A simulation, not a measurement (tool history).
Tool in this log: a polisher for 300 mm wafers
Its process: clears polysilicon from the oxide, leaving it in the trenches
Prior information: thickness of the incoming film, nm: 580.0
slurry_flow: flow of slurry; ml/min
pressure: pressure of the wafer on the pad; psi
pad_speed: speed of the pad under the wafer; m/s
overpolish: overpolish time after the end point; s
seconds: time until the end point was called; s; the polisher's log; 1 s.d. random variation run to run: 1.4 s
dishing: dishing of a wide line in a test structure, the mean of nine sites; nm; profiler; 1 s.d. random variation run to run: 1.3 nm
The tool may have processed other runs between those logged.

| run | hour | slurry_flow | pressure | pad_speed | overpolish | seconds | dishing |
|---|---|---|---|---|---|---|---|
| 1 | 0.0 | 165 | 2.7 | 1.18 | 20 | 38.320 | 88.627 |
| 2 | 4.0 | 165 | 2.7 | 1.18 | 25 | 37.993 | 90.165 |
| 3 | 6.1 | 165 | 2.7 | 1.28 | 25 | 36.409 | 91.217 |
| 4 | 14.0 | 150 | 2.7 | 1.28 | 25 | 35.861 | 90.212 |
| 5 | 18.7 | 140 | 2.5 | 1.16 | 22 | 43.940 | 89.650 |
| 6 | 27.7 | 140 | 2.5 | 0.92 | 22 | 54.354 | 83.658 |
| 7 | 33.0 | 140 | 1.8 | 0.58 | 12 | 119.580 | 48.157 |
| 8 | 36.5 | 135 | 1.8 | 0.58 | 14 | 119.370 | 52.796 |

What will run 9 give?
| 9 | 37.7 | 135 | 1.8 | 0.58 | 15 | ? | ? |

{"run 9": {"seconds": 117.53, "dishing": 55.109}}
